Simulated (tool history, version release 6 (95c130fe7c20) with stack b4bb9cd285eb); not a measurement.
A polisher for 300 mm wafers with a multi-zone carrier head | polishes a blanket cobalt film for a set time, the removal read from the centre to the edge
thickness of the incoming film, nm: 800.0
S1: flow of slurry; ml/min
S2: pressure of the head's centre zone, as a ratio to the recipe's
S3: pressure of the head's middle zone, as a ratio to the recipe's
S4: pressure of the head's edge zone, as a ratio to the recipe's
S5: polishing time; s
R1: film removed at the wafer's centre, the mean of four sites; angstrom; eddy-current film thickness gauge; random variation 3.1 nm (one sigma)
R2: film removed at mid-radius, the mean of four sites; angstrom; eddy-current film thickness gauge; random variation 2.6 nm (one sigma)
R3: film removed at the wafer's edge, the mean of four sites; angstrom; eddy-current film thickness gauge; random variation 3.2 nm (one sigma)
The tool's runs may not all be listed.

{"run": 1, "hour": 0.0, "S1": 175, "S2": 1.0, "S3": 1.0, "S4": 1.0, "S5": 65, "R1": 2892.1, "R2": 2758.2, "R3": 2888.0}
{"run": 2, "hour": 1.0, "S1": 175, "S2": 0.99, "S3": 1.0, "S4": 0.99, "S5": 64, "R1": 2776.0, "R2": 2751.4, "R3": 2784.8}
{"run": 3, "hour": 2.6, "S1": 175, "S2": 0.99, "S3": 1.0, "S4": 1.07, "S5": 64, "R1": 2764.4, "R2": 2759.0, "R3": 2906.2}
{"run": 4, "hour": 9.0, "S1": 175, "S2": 0.99, "S3": 0.93, "S4": 1.07, "S5": 64, "R1": 2773.3, "R2": 2659.5, "R3": 2920.3}
{"run": 5, "hour": 18.0, "S1": 175, "S2": 0.99, "S3": 0.93, "S4": 1.16, "S5": 64, "R1": 2837.7, "R2": 2636.4, "R3": 3021.7}
{"hour": 21.7, "done": "worn pad replaced by a new one"}
{"run": 6, "hour": 21.7, "S1": 175, "S2": 0.99, "S3": 0.93, "S4": 1.16, "S5": 80, "R1": 3697.1, "R2": 3617.9, "R3": 4125.5}
{"run": 7, "hour": 22.9, "S1": 175, "S2": 0.98, "S3": 0.94, "S4": 1.14, "S5": 77, "R1": 3627.0, "R2": 3485.3, "R3": 3982.2}
{"run": 8, "hour": 25.8, "S1": 160, "S2": 0.89, "S3": 1.04, "S4": 1.05, "S5": 59, "R1": 2527.3, "R2": 2822.8, "R3": 2893.7}

The next listed run, before its measurement:
{"run": 9, "hour": 31.9, "S1": 160, "S2": 0.89, "S3": 1.04, "S4": 1.04, "S5": 58, "R1": "?", "R2": "?", "R3": "?"}

{"run 9": {"R1": 2465.4, "R2": 2780.0, "R3": 2828.3}}

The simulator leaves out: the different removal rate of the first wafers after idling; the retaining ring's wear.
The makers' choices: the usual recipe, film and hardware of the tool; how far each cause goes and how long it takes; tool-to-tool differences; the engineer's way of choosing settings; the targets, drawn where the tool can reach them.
